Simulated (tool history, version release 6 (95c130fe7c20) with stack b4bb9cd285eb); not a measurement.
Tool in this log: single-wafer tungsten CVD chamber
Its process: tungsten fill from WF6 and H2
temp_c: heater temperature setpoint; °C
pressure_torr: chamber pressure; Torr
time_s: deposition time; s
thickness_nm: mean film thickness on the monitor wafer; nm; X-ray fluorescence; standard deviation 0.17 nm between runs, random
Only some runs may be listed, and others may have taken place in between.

run  hour  temp_c  pressure_torr  time_s  thickness_nm
  1     0     380           50.6    15.4        37.564
  2   8.9     380             59    15.4        39.254
  3  17.6     380           62.2    15.4        39.432
  4    26     380             59    15.4        39.284
  5  26.9     380           50.7    15.4        37.826
  6  34.5     379           50.7    15.4        36.936

Run 7, settings as shown, results not yet in. Your forecast:
  7  40.6     377           50.6    15.4             ?

{"run 7": {"thickness_nm": 35.693}}
